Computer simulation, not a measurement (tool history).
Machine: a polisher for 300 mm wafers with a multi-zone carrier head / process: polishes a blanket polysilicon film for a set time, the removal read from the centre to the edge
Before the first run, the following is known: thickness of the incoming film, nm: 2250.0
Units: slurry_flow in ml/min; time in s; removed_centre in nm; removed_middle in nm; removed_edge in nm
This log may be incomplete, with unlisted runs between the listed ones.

| run | hour | slurry_flow | centre_zone | middle_zone | edge_zone | time | removed_centre | removed_middle | removed_edge |
|---|---|---|---|---|---|---|---|---|---|
| 1 | 0 | 295 | 1 | 1 | 1 | 67 | 557.45 | 577.98 | 573.49 |
| 2 | 3.7 | 290 | 0.98 | 0.99 | 0.98 | 65 | 532.21 | 550.73 | 559.76 |
| 3 | 6.3 | 290 | 0.97 | 1 | 0.97 | 62 | 508.8 | 534.47 | 529.21 |
| 4 | 7 | 290 | 0.97 | 0.96 | 0.97 | 62 | 495.35 | 523.46 | 529.84 |
| 5 | 13.9 | 290 | 0.96 | 0.96 | 0.95 | 60 | 475.63 | 502.79 | 503.02 |
| 6 | 20.6 | 290 | 0.96 | 0.96 | 0.95 | 69 | 564.22 | 567.14 | 579.71 |
| 7 | 27.2 | 290 | 0.94 | 0.97 | 0.94 | 66 | 523.05 | 563.1 | 551.73 |
| 8 | 34.2 | 290 | 0.93 | 0.96 | 0.93 | 64 | 501.26 | 535.51 | 539.09 |
| 9 | 40.4 | 290 | 0.92 | 0.96 | 0.92 | 62 | 478.23 | 513.54 | 514 |
| 10 | 42.7 | 290 | 0.91 | 0.96 | 0.91 | 61 | 472.4 | 512.22 | 507.79 |

What does the tool deliver on the next run?
| 11 | 45 | 290 | 0.9 | 0.96 | 0.9 | 60 | ? | ? | ? |

removed_centre: 450.27 nm
removed_middle: 507.9 nm
removed_edge: 494.32 nm
